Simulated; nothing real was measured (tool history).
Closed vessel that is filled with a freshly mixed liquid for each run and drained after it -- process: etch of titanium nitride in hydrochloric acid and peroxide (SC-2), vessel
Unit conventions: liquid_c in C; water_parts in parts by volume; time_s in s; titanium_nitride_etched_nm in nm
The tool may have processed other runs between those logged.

run,hour,liquid_c,water_parts,time_s,titanium_nitride_etched_nm
1,0.0,57.0,7.0,145,9.6207
2,2.9,58.5,7.0,145,10.5710
3,10.1,58.5,8.5,145,9.0952
4,17.8,58.5,8.5,145,9.0558
5,20.4,53.0,8.5,145,6.3176
6,22.7,53.0,9.5,145,5.9113
7,31.1,56.0,9.5,145,7.0071
8,33.4,64.0,8.0,145,13.1980
9,35.1,65.0,8.0,145,14.1970

The next listed run, before its measurement:
10,42.8,66.0,8.0,145,?

Run 10 gave titanium_nitride_etched_nm 15.0950 nm.
